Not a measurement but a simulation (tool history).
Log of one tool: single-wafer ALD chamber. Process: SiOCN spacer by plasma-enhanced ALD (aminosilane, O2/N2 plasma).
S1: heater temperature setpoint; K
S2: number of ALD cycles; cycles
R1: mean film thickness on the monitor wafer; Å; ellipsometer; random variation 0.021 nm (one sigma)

{"run": 1, "day": 0.0, "S1": 663.15, "S2": 105, "R1": 62.273}
{"run": 2, "day": 0.308, "S1": 663.15, "S2": 101, "R1": 59.023}
{"run": 3, "day": 0.421, "S1": 663.15, "S2": 98, "R1": 57.403}
{"run": 4, "day": 0.538, "S1": 663.15, "S2": 95, "R1": 55.503}
{"run": 5, "day": 0.562, "S1": 658.15, "S2": 95, "R1": 56.114}
{"run": 6, "day": 0.796, "S1": 658.15, "S2": 104, "R1": 61.606}
{"run": 7, "day": 0.875, "S1": 658.15, "S2": 100, "R1": 58.391}
{"run": 8, "day": 1.142, "S1": 658.15, "S2": 83, "R1": 48.99}

Run 9 comes next. What will it give?
{"run": 9, "day": 1.262, "S1": 658.15, "S2": 82, "R1": "?"}

{"run 9": {"R1": 48.397}}
